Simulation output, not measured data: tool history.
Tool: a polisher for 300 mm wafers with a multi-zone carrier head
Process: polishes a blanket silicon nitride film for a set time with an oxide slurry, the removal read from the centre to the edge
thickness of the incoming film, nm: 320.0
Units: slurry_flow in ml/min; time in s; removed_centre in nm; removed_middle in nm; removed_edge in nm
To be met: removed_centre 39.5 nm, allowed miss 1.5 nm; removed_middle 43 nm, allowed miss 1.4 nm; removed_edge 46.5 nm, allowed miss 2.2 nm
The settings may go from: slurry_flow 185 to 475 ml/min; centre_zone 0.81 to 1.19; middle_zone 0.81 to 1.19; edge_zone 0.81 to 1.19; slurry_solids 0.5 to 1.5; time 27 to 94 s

run 1 hour=0 | slurry_flow=305 centre_zone=1 middle_zone=1 edge_zone=1 slurry_solids=1 time=60 | removed_centre=45.726 removed_middle=43.668 removed_edge=44.785
run 2 hour=8.8 | slurry_flow=305 centre_zone=1 middle_zone=1 edge_zone=1 slurry_solids=1.1 time=60 | removed_centre=47.044 removed_middle=45.157 removed_edge=45.965
run 3 hour=16.6 | slurry_flow=305 centre_zone=1 middle_zone=1 edge_zone=1 slurry_solids=1.25 time=60 | removed_centre=48.731 removed_middle=47.431 removed_edge=48.964
run 4 hour=24.7 | slurry_flow=305 centre_zone=1.08 middle_zone=1 edge_zone=1 slurry_solids=1.25 time=60 | removed_centre=53.664 removed_middle=47.113 removed_edge=47.487
run 5 hour=26.5 | slurry_flow=300 centre_zone=1.02 middle_zone=0.99 edge_zone=0.99 slurry_solids=1.2 time=60 | removed_centre=49.898 removed_middle=46.28 removed_edge=47.515
run 6 hour=31.6 | slurry_flow=375 centre_zone=1.02 middle_zone=0.99 edge_zone=0.99 slurry_solids=1.2 time=60 | removed_centre=50.164 removed_middle=47.583 removed_edge=48.077
run 7 hour=33.5 | slurry_flow=375 centre_zone=0.97 middle_zone=0.98 edge_zone=0.99 slurry_solids=1.15 time=60 | removed_centre=47.039 removed_middle=45.25 removed_edge=47.678
run 8 hour=34 | slurry_flow=375 centre_zone=0.93 middle_zone=0.98 edge_zone=0.98 slurry_solids=1.1 time=60 | removed_centre=45.396 removed_middle=45.834 removed_edge=47.18
run 9 hour=39.9 | slurry_flow=375 centre_zone=0.93 middle_zone=0.98 edge_zone=0.98 slurry_solids=1.1 time=60 | removed_centre=45.165 removed_middle=44.919 removed_edge=46.873

5 next moves are on the table. One of them brings every result within its allowed miss. Which?
run A hour=45.8 | slurry_flow=395 centre_zone=0.81 middle_zone=0.9 edge_zone=1.12 slurry_solids=1.05 time=57 | removed_centre=? removed_middle=? removed_edge=?
run B hour=45.8 | slurry_flow=350 centre_zone=1.09 middle_zone=0.94 edge_zone=0.93 slurry_solids=1.25 time=55 | removed_centre=? removed_middle=? removed_edge=?
run C hour=45.8 | slurry_flow=455 centre_zone=0.88 middle_zone=1.11 edge_zone=1.15 slurry_solids=1.3 time=48 | removed_centre=? removed_middle=? removed_edge=?
run D hour=45.8 | slurry_flow=360 centre_zone=0.88 middle_zone=1.03 edge_zone=1.15 slurry_solids=1.25 time=53 | removed_centre=? removed_middle=? removed_edge=?
run E hour=45.8 | slurry_flow=390 centre_zone=1.02 middle_zone=0.96 edge_zone=0.92 slurry_solids=1.05 time=64 | removed_centre=? removed_middle=? removed_edge=?

move=A removed_centre=37.071 removed_middle=40.455 removed_edge=46.305
move=B removed_centre=50.292 removed_middle=42.45 removed_edge=43.709
move=C removed_centre=36.962 removed_middle=42.521 removed_edge=42.943
move=D removed_centre=39.597 removed_middle=43.462 removed_edge=46.28
move=E removed_centre=51.816 removed_middle=47.207 removed_edge=47.653
A: takes the result that was furthest off past its target
B: further off than the last run
C: takes the result that was furthest off past its target
D: meets every target
E: further off than the last run
Answer: D
